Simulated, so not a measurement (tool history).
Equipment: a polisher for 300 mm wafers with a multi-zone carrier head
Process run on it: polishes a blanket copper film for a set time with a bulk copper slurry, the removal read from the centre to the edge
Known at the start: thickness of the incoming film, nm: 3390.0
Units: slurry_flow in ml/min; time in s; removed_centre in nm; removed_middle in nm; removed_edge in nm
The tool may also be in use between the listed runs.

run,hour,slurry_flow,centre_zone,middle_zone,edge_zone,slurry_solids,time,removed_centre,removed_middle,removed_edge
1,0.0,240,1.00,1.00,1.00,1.00,58,468.40,459.13,459.32
2,7.1,240,1.00,1.00,1.08,1.00,58,457.97,458.71,472.77
3,12.2,185,1.00,1.00,1.08,1.00,58,440.97,453.16,471.30
4,15.9,180,1.01,1.00,1.09,1.10,60,470.84,465.23,507.96
5,22.7,180,1.02,1.03,1.09,1.15,61,489.84,500.27,505.41
6,25.2,155,1.02,1.03,1.09,1.15,61,488.24,488.13,501.86
7,33.5,160,1.02,1.03,1.11,1.20,62,504.24,501.19,528.66
8,40.8,165,1.02,1.04,1.12,1.25,62,508.15,506.54,526.38

What does the tool deliver on the next run?
9,45.2,165,1.01,1.04,1.13,1.25,63,?,?,?

removed_centre: 525.79 nm
removed_middle: 517.61 nm
removed_edge: 535.15 nm

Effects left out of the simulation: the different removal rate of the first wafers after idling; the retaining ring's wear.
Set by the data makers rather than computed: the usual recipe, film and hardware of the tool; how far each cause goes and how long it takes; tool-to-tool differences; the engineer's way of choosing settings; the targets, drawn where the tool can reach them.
